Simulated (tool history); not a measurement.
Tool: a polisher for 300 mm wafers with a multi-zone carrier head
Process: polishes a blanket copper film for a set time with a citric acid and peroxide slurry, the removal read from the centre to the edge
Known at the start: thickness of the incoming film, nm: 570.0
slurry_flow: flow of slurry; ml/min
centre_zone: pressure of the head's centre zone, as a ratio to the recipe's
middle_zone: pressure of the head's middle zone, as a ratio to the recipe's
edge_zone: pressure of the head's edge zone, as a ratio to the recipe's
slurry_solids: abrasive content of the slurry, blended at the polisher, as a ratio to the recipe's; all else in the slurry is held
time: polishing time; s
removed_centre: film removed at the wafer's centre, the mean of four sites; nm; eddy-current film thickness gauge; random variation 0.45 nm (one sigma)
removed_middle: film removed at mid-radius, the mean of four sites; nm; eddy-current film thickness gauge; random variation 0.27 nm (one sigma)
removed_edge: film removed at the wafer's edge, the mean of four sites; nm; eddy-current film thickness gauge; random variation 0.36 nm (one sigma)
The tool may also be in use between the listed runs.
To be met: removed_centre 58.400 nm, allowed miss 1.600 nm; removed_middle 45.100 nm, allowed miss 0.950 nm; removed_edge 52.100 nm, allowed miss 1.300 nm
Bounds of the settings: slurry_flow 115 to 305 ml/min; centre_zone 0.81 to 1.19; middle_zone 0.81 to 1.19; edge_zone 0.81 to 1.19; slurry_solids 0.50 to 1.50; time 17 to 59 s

run 1 hour=0.0 | slurry_flow=195 centre_zone=1.00 middle_zone=1.00 edge_zone=1.00 slurry_solids=1.00 time=38 | removed_centre=75.597 removed_middle=75.090 removed_edge=75.065
run 2 hour=5.3 | slurry_flow=180 centre_zone=1.02 middle_zone=0.94 edge_zone=0.97 slurry_solids=0.85 time=36 | removed_centre=69.244 removed_middle=64.184 removed_edge=66.520
run 3 hour=9.1 | slurry_flow=130 centre_zone=1.02 middle_zone=0.94 edge_zone=0.97 slurry_solids=0.85 time=36 | removed_centre=65.582 removed_middle=61.530 removed_edge=64.546
run 4 hour=10.9 | slurry_flow=130 centre_zone=1.02 middle_zone=0.94 edge_zone=0.97 slurry_solids=0.85 time=30 | removed_centre=55.080 removed_middle=51.675 removed_edge=54.272
run 5 hour=15.4 | slurry_flow=130 centre_zone=1.02 middle_zone=0.94 edge_zone=0.97 slurry_solids=0.85 time=25 | removed_centre=46.298 removed_middle=42.836 removed_edge=45.586
run 6 hour=21.8 | slurry_flow=130 centre_zone=1.02 middle_zone=0.94 edge_zone=0.97 slurry_solids=0.85 time=33 | removed_centre=61.088 removed_middle=56.994 removed_edge=59.915
run 7 hour=28.1 | slurry_flow=130 centre_zone=1.04 middle_zone=0.90 edge_zone=0.96 slurry_solids=0.75 time=32 | removed_centre=59.090 removed_middle=51.250 removed_edge=55.762
run 8 hour=33.3 | slurry_flow=120 centre_zone=1.06 middle_zone=0.81 edge_zone=0.90 slurry_solids=0.65 time=32 | removed_centre=56.377 removed_middle=44.672 removed_edge=51.787

5 next moves are on the table. One of them brings every result within its allowed miss. Which?
run A hour=38.5 | slurry_flow=115 centre_zone=1.04 middle_zone=0.82 edge_zone=0.92 slurry_solids=0.50 time=34 | removed_centre=? removed_middle=? removed_edge=?
run B hour=38.5 | slurry_flow=180 centre_zone=1.04 middle_zone=0.81 edge_zone=0.88 slurry_solids=0.60 time=31 | removed_centre=? removed_middle=? removed_edge=?
run C hour=38.5 | slurry_flow=125 centre_zone=0.99 middle_zone=0.81 edge_zone=0.88 slurry_solids=0.80 time=31 | removed_centre=? removed_middle=? removed_edge=?
run D hour=38.5 | slurry_flow=150 centre_zone=1.08 middle_zone=0.82 edge_zone=0.92 slurry_solids=0.60 time=32 | removed_centre=? removed_middle=? removed_edge=?
run E hour=38.5 | slurry_flow=115 centre_zone=1.03 middle_zone=0.83 edge_zone=0.90 slurry_solids=0.85 time=30 | removed_centre=? removed_middle=? removed_edge=?

move=A removed_centre=53.910 removed_middle=44.569 removed_edge=51.246
move=B removed_centre=54.633 removed_middle=44.485 removed_edge=50.065
move=C removed_centre=54.201 removed_middle=46.591 removed_edge=52.934
move=D removed_centre=57.425 removed_middle=45.546 removed_edge=51.997
move=E removed_centre=54.993 removed_middle=46.366 removed_edge=52.269
A: further off than the last run
B: further off than the last run
C: further off than the last run
D: meets every target
E: further off than the last run
The right move is D.

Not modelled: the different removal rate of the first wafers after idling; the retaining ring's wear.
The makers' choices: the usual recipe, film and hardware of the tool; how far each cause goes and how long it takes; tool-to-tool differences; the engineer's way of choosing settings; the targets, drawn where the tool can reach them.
